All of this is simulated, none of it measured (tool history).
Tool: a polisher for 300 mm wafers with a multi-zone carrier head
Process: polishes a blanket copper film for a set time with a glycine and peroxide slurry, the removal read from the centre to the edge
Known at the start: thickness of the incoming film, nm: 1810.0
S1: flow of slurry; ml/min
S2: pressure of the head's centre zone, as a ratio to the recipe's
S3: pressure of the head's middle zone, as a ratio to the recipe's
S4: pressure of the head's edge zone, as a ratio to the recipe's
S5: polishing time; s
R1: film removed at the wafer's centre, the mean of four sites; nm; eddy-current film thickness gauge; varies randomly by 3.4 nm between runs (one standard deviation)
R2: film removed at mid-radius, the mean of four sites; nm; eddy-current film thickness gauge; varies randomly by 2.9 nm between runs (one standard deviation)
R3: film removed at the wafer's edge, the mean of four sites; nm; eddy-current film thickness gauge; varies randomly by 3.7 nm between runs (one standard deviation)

{"run": 1, "hour": 0.0, "S1": 315, "S2": 1, "S3": 1, "S4": 1, "S5": 62, "R1": 219.87, "R2": 207.98, "R3": 218.09}
{"run": 2, "hour": 5.4, "S1": 325, "S2": 1.05, "S3": 1.04, "S4": 1.02, "S5": 68, "R1": 253.36, "R2": 237.8, "R3": 244.24}
{"run": 3, "hour": 12.3, "S1": 325, "S2": 0.98, "S3": 1.04, "S4": 1.02, "S5": 68, "R1": 239.34, "R2": 233.68, "R3": 238.98}
{"run": 4, "hour": 16.9, "S1": 325, "S2": 0.98, "S3": 0.99, "S4": 1.02, "S5": 68, "R1": 238.57, "R2": 222.65, "R3": 238.51}
{"run": 5, "hour": 24.0, "S1": 325, "S2": 0.98, "S3": 0.92, "S4": 1.02, "S5": 68, "R1": 235.97, "R2": 215.35, "R3": 245.19}
{"run": 6, "hour": 30.8, "S1": 335, "S2": 1.04, "S3": 0.98, "S4": 1.01, "S5": 72, "R1": 267.62, "R2": 238.95, "R3": 253.98}
{"run": 7, "hour": 37.0, "S1": 335, "S2": 1.04, "S3": 0.98, "S4": 1.01, "S5": 72, "R1": 268.29, "R2": 240.43, "R3": 246.84}
{"run": 8, "hour": 44.5, "S1": 335, "S2": 1.08, "S3": 1.02, "S4": 1.04, "S5": 75, "R1": 288.3, "R2": 253.17, "R3": 267.52}
{"run": 9, "hour": 49.5, "S1": 335, "S2": 1.11, "S3": 1.06, "S4": 1.04, "S5": 78, "R1": 303.96, "R2": 276.2, "R3": 274.07}
{"run": 10, "hour": 58.0, "S1": 340, "S2": 1.13, "S3": 1.07, "S4": 1.05, "S5": 80, "R1": 317.34, "R2": 281.6, "R3": 295.69}
{"run": 11, "hour": 65.5, "S1": 345, "S2": 1.15, "S3": 1.08, "S4": 1.02, "S5": 81, "R1": 329.83, "R2": 288.8, "R3": 280.16}

Run 12, settings as shown, results not yet in. Your forecast:
{"run": 12, "hour": 74.5, "S1": 350, "S2": 1.16, "S3": 1.09, "S4": 1.03, "S5": 82, "R1": "?", "R2": "?", "R3": "?"}

R1: 330.37 nm
R2: 301.4 nm
R3: 294.3 nm

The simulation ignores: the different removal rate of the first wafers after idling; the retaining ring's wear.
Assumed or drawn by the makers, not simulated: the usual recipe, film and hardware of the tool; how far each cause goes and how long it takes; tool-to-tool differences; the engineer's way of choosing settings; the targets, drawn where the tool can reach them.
